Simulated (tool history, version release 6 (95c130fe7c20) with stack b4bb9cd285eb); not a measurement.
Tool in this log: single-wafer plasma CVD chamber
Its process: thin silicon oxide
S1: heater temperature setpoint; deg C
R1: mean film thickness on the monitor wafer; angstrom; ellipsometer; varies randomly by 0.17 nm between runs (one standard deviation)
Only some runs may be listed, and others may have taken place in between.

Run 1, hour 0: S1 380 deg C, chamber pressure (mTorr) 832, RF power (kW) 0.34, deposition time (s) 12.6. Result: R1 263.33 angstrom.
Run 2, hour 4.7: S1 380 deg C, chamber pressure (mTorr) 862, RF power (kW) 0.34, deposition time (s) 12.6. Result: R1 271.57 angstrom.
Run 3, hour 5.7: S1 380 deg C, chamber pressure (mTorr) 889, RF power (kW) 0.34, deposition time (s) 12.6. Result: R1 274.91 angstrom.
Run 4, hour 11.6: S1 380 deg C, chamber pressure (mTorr) 920, RF power (kW) 0.34, deposition time (s) 12.6. Result: R1 285.14 angstrom.
Run 5, hour 16.3: S1 380 deg C, chamber pressure (mTorr) 982, RF power (kW) 0.34, deposition time (s) 12.6. Result: R1 298.24 angstrom.
Run 6, hour 18.2: S1 380 deg C, chamber pressure (mTorr) 1001, RF power (kW) 0.34, deposition time (s) 12.6. Result: R1 302.56 angstrom.
Run 7, hour 21.6: S1 380 deg C, chamber pressure (mTorr) 1018, RF power (kW) 0.34, deposition time (s) 12.6. Result: R1 306.15 angstrom.
Run 8, hour 25.6: S1 380 deg C, chamber pressure (mTorr) 1033, RF power (kW) 0.34, deposition time (s) 12.6. Result: R1 311.01 angstrom.
Run 9, hour 30.9: S1 380 deg C, chamber pressure (mTorr) 1033, RF power (kW) 0.34, deposition time (s) 12.6. Result: R1 309.89 angstrom.

Run 10 is up next; what results do you expect?
Run 10, hour 37.6: S1 380 deg C, chamber pressure (mTorr) 1046, RF power (kW) 0.34, deposition time (s) 12.6. Result: R1 ?.

R1: 312.53 angstrom
